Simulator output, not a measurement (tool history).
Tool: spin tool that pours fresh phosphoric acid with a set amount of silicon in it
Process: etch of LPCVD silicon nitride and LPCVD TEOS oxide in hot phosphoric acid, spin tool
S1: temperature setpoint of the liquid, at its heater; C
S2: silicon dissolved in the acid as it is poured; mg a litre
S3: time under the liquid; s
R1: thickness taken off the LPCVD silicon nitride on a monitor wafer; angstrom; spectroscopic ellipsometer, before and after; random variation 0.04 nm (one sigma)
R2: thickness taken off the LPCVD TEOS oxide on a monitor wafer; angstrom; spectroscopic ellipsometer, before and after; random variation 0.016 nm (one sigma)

run,hour,S1,S2,S3,R1,R2
1,0.0,162.0,29.0,105,100.27,0.50671
2,2.8,162.0,15.5,105,100.38,2.19680
3,4.5,162.5,18.0,105,102.01,1.10490
4,6.4,162.5,12.0,105,101.76,1.14320
5,13.1,163.0,11.5,105,104.21,3.38830
6,18.2,163.0,16.0,105,103.86,1.90430
7,22.3,163.5,20.0,105,105.87,2.12480
8,29.9,163.5,23.5,105,105.31,1.25350
9,36.2,164.0,26.5,105,107.89,1.03460
10,42.3,164.5,28.5,105,109.24,1.45940
11,47.1,164.5,31.5,105,108.85,1.01220
12,52.1,164.5,33.5,105,108.39,0.95311
13,58.8,164.5,33.5,105,108.34,1.37540
14,66.2,164.5,36.0,105,109.35,1.51170
15,69.3,164.5,38.0,105,108.94,0.62308
16,72.4,164.5,39.5,105,109.43,0.83040
17,80.8,164.5,41.0,105,109.56,1.13320
18,82.0,164.5,42.0,105,109.00,0.76464
19,84.1,164.5,43.0,105,108.75,1.02790

Forecast run 20:
20,87.8,164.5,44.0,105,?,?

Run 20 gave R1 108.93 angstrom, R2 0.59622 angstrom.
